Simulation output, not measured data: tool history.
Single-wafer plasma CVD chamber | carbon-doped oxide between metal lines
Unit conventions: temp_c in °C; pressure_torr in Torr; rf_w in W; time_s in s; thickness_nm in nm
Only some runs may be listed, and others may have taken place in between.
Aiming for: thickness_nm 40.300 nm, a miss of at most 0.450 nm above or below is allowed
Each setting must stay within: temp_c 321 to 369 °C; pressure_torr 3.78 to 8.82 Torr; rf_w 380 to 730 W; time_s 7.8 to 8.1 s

Run 1, day 0.000: temp_c 345 °C, pressure_torr 6.30 Torr, rf_w 555 W, time_s 8.1 s. Result: thickness_nm 45.172 nm.
Run 2, day 0.242: temp_c 353 °C, pressure_torr 6.30 Torr, rf_w 555 W, time_s 8.1 s. Result: thickness_nm 43.939 nm.
Run 3, day 0.338: temp_c 357 °C, pressure_torr 5.97 Torr, rf_w 550 W, time_s 8.1 s. Result: thickness_nm 43.016 nm.
Run 4, day 0.700: temp_c 360 °C, pressure_torr 5.73 Torr, rf_w 545 W, time_s 8.1 s. Result: thickness_nm 42.576 nm.
Run 5, day 0.854: temp_c 360 °C, pressure_torr 5.73 Torr, rf_w 545 W, time_s 8.1 s. Result: thickness_nm 42.469 nm.
Run 6, day 1.083: temp_c 362 °C, pressure_torr 5.65 Torr, rf_w 535 W, time_s 8.1 s. Result: thickness_nm 41.674 nm.
Run 7, day 1.142: temp_c 363 °C, pressure_torr 5.57 Torr, rf_w 530 W, time_s 8.1 s. Result: thickness_nm 41.200 nm.
Run 8, day 1.267: temp_c 364 °C, pressure_torr 5.51 Torr, rf_w 530 W, time_s 8.1 s. Result: thickness_nm 41.085 nm.
Run 9, day 1.433: temp_c 365 °C, pressure_torr 5.45 Torr, rf_w 530 W, time_s 8.1 s. Result: thickness_nm 41.169 nm.

Below are 4 possible settings for the next run. Only one of them brings all results inside the allowed miss of their targets. Which is it?
Run A, day 1.600: temp_c 358 °C, pressure_torr 4.83 Torr, rf_w 530 W, time_s 7.8 s. Result: thickness_nm ?.
Run B, day 1.600: temp_c 369 °C, pressure_torr 5.08 Torr, rf_w 575 W, time_s 7.9 s. Result: thickness_nm ?.
Run C, day 1.600: temp_c 367 °C, pressure_torr 5.56 Torr, rf_w 520 W, time_s 7.9 s. Result: thickness_nm ?.
Run D, day 1.600: temp_c 364 °C, pressure_torr 5.91 Torr, rf_w 520 W, time_s 8.0 s. Result: thickness_nm ?.

move  thickness_nm
   A        39.437
   B        41.150
   C        39.311
   D        40.334
A: takes the biggest miss from the last run beyond its target
B: just as far off the targets as the last run
C: takes the biggest miss from the last run beyond its target
D: in spec on every target
Go with D: it meets all targets.

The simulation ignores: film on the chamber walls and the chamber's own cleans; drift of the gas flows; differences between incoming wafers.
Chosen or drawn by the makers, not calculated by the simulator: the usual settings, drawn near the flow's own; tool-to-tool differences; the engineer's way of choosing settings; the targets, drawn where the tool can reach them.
